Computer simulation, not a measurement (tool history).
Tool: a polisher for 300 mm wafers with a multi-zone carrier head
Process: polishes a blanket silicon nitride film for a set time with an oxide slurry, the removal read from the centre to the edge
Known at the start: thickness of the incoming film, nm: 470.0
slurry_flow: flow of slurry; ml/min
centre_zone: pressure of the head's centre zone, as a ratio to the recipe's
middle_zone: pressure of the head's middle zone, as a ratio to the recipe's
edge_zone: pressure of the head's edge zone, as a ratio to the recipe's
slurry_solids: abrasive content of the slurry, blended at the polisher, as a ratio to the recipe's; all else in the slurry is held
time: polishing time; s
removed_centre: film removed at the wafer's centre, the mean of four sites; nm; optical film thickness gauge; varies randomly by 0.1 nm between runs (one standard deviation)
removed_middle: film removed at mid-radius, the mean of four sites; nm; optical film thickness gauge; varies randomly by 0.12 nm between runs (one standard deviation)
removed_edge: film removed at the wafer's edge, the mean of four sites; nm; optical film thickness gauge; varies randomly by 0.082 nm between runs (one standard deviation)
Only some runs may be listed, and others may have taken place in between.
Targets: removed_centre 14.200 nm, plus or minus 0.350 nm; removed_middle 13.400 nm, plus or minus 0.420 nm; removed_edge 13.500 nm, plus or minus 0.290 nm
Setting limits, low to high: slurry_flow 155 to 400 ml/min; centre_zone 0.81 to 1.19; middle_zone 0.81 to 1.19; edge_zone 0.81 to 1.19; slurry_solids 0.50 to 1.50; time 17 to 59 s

{"run": 1, "hour": 0.0, "slurry_flow": 255, "centre_zone": 1.0, "middle_zone": 1.0, "edge_zone": 1.0, "slurry_solids": 1.0, "time": 38, "removed_centre": 15.229, "removed_middle": 15.162, "removed_edge": 14.768}
{"run": 2, "hour": 1.2, "slurry_flow": 310, "centre_zone": 1.0, "middle_zone": 1.0, "edge_zone": 1.0, "slurry_solids": 1.0, "time": 38, "removed_centre": 15.356, "removed_middle": 15.402, "removed_edge": 14.842}
{"run": 3, "hour": 3.0, "slurry_flow": 310, "centre_zone": 1.04, "middle_zone": 1.0, "edge_zone": 1.0, "slurry_solids": 1.0, "time": 38, "removed_centre": 15.927, "removed_middle": 15.225, "removed_edge": 14.909}
{"run": 4, "hour": 4.7, "slurry_flow": 310, "centre_zone": 1.04, "middle_zone": 1.05, "edge_zone": 1.0, "slurry_solids": 1.0, "time": 38, "removed_centre": 15.884, "removed_middle": 15.759, "removed_edge": 14.837}
{"run": 5, "hour": 9.0, "slurry_flow": 305, "centre_zone": 1.02, "middle_zone": 0.99, "edge_zone": 0.97, "slurry_solids": 0.95, "time": 38, "removed_centre": 15.366, "removed_middle": 14.894, "removed_edge": 14.484}
{"run": 6, "hour": 11.7, "slurry_flow": 330, "centre_zone": 1.02, "middle_zone": 0.99, "edge_zone": 0.97, "slurry_solids": 0.95, "time": 38, "removed_centre": 15.245, "removed_middle": 15.338, "removed_edge": 14.599}
{"run": 7, "hour": 19.8, "slurry_flow": 300, "centre_zone": 1.02, "middle_zone": 0.96, "edge_zone": 0.95, "slurry_solids": 0.9, "time": 38, "removed_centre": 14.75, "removed_middle": 14.284, "removed_edge": 13.903}
{"run": 8, "hour": 22.5, "slurry_flow": 285, "centre_zone": 1.01, "middle_zone": 0.94, "edge_zone": 0.94, "slurry_solids": 0.9, "time": 38, "removed_centre": 14.732, "removed_middle": 14.08, "removed_edge": 13.821}
{"run": 9, "hour": 28.3, "slurry_flow": 285, "centre_zone": 1.01, "middle_zone": 0.94, "edge_zone": 0.94, "slurry_solids": 0.9, "time": 38, "removed_centre": 14.677, "removed_middle": 14.047, "removed_edge": 13.742}

4 next moves are on the table. One of them brings every result within its allowed miss. Which?
{"run": "A", "hour": 34.1, "slurry_flow": 240, "centre_zone": 1.05, "middle_zone": 0.88, "edge_zone": 0.92, "slurry_solids": 0.8, "time": 42, "removed_centre": "?", "removed_middle": "?", "removed_edge": "?"}
{"run": "B", "hour": 34.1, "slurry_flow": 365, "centre_zone": 1.04, "middle_zone": 0.97, "edge_zone": 1.02, "slurry_solids": 1.05, "time": 33, "removed_centre": "?", "removed_middle": "?", "removed_edge": "?"}
{"run": "C", "hour": 34.1, "slurry_flow": 295, "centre_zone": 0.98, "middle_zone": 0.84, "edge_zone": 0.99, "slurry_solids": 1.1, "time": 36, "removed_centre": "?", "removed_middle": "?", "removed_edge": "?"}
{"run": "D", "hour": 34.1, "slurry_flow": 310, "centre_zone": 0.99, "middle_zone": 0.9, "edge_zone": 0.88, "slurry_solids": 1.1, "time": 36, "removed_centre": "?", "removed_middle": "?", "removed_edge": "?"}

move=A removed_centre=15.548 removed_middle=13.604 removed_edge=14.114
move=B removed_centre=14.384 removed_middle=13.503 removed_edge=13.651
move=C removed_centre=14.790 removed_middle=13.434 removed_edge=14.807
move=D removed_centre=15.018 removed_middle=14.119 removed_edge=14.051
A: brings the result that was furthest off to its target, and leaves another outside
B: all results in spec
C: brings the result that was furthest off to its target, and leaves another outside
D: lands further from the targets than the last run did
Move B is the one to make.

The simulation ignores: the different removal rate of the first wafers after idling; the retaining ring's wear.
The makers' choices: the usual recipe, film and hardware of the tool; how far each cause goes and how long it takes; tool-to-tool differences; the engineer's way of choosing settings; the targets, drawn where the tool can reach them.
